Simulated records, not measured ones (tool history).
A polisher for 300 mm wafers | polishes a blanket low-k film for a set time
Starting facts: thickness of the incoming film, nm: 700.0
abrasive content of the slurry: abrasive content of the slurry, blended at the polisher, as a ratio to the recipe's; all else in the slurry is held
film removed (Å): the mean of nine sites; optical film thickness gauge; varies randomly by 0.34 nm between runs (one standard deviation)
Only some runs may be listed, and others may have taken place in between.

run,hour,flow of slurry (ml/min),pressure of the wafer on the pad (kPa),speed of the pad under the wafer (m/s),abrasive content of the slurry,polishing time (s),film removed (Å)
1,0.0,125,15.9,1.20,1.00,55,283.12
2,8.5,135,17.2,1.20,1.00,55,309.51
3,17.3,135,20.7,1.20,1.00,55,348.49
4,19.8,140,20.7,1.20,1.00,55,348.61
5,20.7,140,20.7,1.20,0.85,55,316.64
6,28.3,145,22.1,1.20,0.85,55,336.86
7,32.3,145,22.8,1.20,0.85,55,347.66
8,36.4,145,23.4,1.20,0.85,55,352.53
9,42.8,150,24.1,1.20,0.85,55,359.53

Run 10 has not been measured yet. What should we expect?
10,44.8,150,24.1,1.22,0.85,55,?

{"run 10": {"film removed (Å)": 364.71}}

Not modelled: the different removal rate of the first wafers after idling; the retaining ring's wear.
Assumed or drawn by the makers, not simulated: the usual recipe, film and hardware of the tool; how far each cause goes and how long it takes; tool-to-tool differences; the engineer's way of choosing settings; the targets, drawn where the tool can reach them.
